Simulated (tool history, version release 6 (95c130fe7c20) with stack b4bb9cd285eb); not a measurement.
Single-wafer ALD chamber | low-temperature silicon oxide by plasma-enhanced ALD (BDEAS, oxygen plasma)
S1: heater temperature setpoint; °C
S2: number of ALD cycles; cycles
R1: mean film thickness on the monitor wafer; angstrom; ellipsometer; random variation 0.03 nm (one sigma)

| run | hour | S1 | S2 | R1 |
|---|---|---|---|---|
| 1 | 0 | 110 | 49 | 68.288 |
| 2 | 8.5 | 110 | 48 | 66.053 |
| 3 | 17.3 | 110 | 54 | 74.991 |
| 4 | 24.6 | 111 | 53 | 72.461 |
| 5 | 25.6 | 115 | 53 | 72.888 |
| 6 | 30.7 | 115 | 59 | 80.778 |
| 7 | 36.3 | 115 | 59 | 80.795 |
| 8 | 37.1 | 116 | 57 | 77.939 |

Forecast run 9:
| 9 | 44.4 | 116 | 56 | ? |

{"run 9": {"R1": 76.732}}
